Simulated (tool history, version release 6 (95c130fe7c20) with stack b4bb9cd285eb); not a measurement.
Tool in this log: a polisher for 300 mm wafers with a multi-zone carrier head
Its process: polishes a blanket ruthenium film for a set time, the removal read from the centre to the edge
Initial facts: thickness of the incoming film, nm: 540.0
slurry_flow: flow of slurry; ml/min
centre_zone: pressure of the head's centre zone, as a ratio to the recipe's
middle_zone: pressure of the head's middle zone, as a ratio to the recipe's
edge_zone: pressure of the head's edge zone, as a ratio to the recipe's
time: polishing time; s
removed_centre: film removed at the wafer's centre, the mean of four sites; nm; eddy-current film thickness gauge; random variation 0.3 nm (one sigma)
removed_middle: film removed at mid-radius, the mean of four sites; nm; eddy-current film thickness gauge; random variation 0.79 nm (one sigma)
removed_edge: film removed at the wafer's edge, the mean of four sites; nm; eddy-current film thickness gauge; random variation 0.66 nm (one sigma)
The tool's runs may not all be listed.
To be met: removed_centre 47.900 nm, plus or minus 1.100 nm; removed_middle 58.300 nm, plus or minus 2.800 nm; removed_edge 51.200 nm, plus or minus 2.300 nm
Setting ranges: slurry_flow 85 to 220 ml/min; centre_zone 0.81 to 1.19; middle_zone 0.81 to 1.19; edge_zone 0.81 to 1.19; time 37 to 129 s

run 1 hour=0.0 | slurry_flow=140 centre_zone=1.00 middle_zone=1.00 edge_zone=1.00 time=83 | removed_centre=87.802 removed_middle=99.793 removed_edge=97.319
run 2 hour=4.6 | slurry_flow=140 centre_zone=1.09 middle_zone=1.00 edge_zone=1.00 time=83 | removed_centre=94.475 removed_middle=98.906 removed_edge=99.182
run 3 hour=13.4 | slurry_flow=140 centre_zone=1.09 middle_zone=1.00 edge_zone=1.00 time=73 | removed_centre=82.900 removed_middle=87.465 removed_edge=85.446
run 4 hour=17.4 | slurry_flow=140 centre_zone=1.09 middle_zone=1.00 edge_zone=1.00 time=57 | removed_centre=65.442 removed_middle=67.923 removed_edge=65.735
run 5 hour=24.9 | slurry_flow=135 centre_zone=1.04 middle_zone=1.00 edge_zone=0.96 time=55 | removed_centre=60.416 removed_middle=65.994 removed_edge=64.700
run 6 hour=28.9 | slurry_flow=160 centre_zone=1.04 middle_zone=1.00 edge_zone=0.96 time=55 | removed_centre=62.034 removed_middle=66.163 removed_edge=64.935
run 7 hour=30.5 | slurry_flow=165 centre_zone=1.03 middle_zone=1.03 edge_zone=0.95 time=51 | removed_centre=57.205 removed_middle=63.530 removed_edge=60.587
run 8 hour=35.2 | slurry_flow=170 centre_zone=1.02 middle_zone=1.05 edge_zone=0.93 time=49 | removed_centre=54.709 removed_middle=64.202 removed_edge=58.076
run 9 hour=37.5 | slurry_flow=130 centre_zone=1.00 middle_zone=1.05 edge_zone=0.83 time=48 | removed_centre=50.160 removed_middle=59.170 removed_edge=52.141

Which single option among these 4 for the next run brings every result within its allowed miss of target? Just one does.
run A hour=39.8 | slurry_flow=135 centre_zone=1.05 middle_zone=1.13 edge_zone=0.81 time=44 | removed_centre=? removed_middle=? removed_edge=?
run B hour=39.8 | slurry_flow=120 centre_zone=1.03 middle_zone=1.15 edge_zone=0.81 time=49 | removed_centre=? removed_middle=? removed_edge=?
run C hour=39.8 | slurry_flow=120 centre_zone=1.04 middle_zone=1.04 edge_zone=0.81 time=49 | removed_centre=? removed_middle=? removed_edge=?
run D hour=39.8 | slurry_flow=130 centre_zone=1.01 middle_zone=1.08 edge_zone=0.89 time=46 | removed_centre=? removed_middle=? removed_edge=?

move=A removed_centre=47.968 removed_middle=57.144 removed_edge=47.631
move=B removed_centre=50.758 removed_middle=62.727 removed_edge=51.937
move=C removed_centre=51.171 removed_middle=57.553 removed_edge=52.014
move=D removed_centre=47.880 removed_middle=56.954 removed_edge=51.638
A: meets the target for the result that was furthest off, but another lies outside its allowed miss
B: moves away from the targets compared with the last run
C: moves away from the targets compared with the last run
D: all results land within tolerance of their targets
D meets every target.
